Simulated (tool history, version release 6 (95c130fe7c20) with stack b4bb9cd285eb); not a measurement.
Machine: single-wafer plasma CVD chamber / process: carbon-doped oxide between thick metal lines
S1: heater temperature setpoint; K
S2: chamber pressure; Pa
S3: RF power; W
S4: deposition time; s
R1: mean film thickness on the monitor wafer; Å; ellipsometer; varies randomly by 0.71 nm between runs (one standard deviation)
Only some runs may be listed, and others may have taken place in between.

{"run": 1, "hour": 0.0, "S1": 608.15, "S2": 495, "S3": 415, "S4": 62.8, "R1": 2762.1}
{"run": 2, "hour": 2.2, "S1": 608.15, "S2": 419, "S3": 415, "S4": 62.8, "R1": 2693.2}
{"run": 3, "hour": 7.5, "S1": 598.15, "S2": 419, "S3": 415, "S4": 62.8, "R1": 2804.5}
{"run": 4, "hour": 14.6, "S1": 598.15, "S2": 419, "S3": 415, "S4": 59.9, "R1": 2675.8}
{"run": 5, "hour": 21.4, "S1": 596.15, "S2": 447, "S3": 425, "S4": 59.9, "R1": 2788.3}
{"run": 6, "hour": 25.7, "S1": 596.15, "S2": 447, "S3": 425, "S4": 62.8, "R1": 2919.0}
{"run": 7, "hour": 26.6, "S1": 595.15, "S2": 473, "S3": 430, "S4": 62.8, "R1": 2978.4}
{"run": 8, "hour": 34.1, "S1": 594.15, "S2": 497, "S3": 435, "S4": 62.8, "R1": 3054.5}

Run 9, settings as shown, results not yet in. Your forecast:
{"run": 9, "hour": 40.9, "S1": 593.15, "S2": 520, "S3": 435, "S4": 62.8, "R1": "?"}

Run 9 produced R1 3073.8 Å.
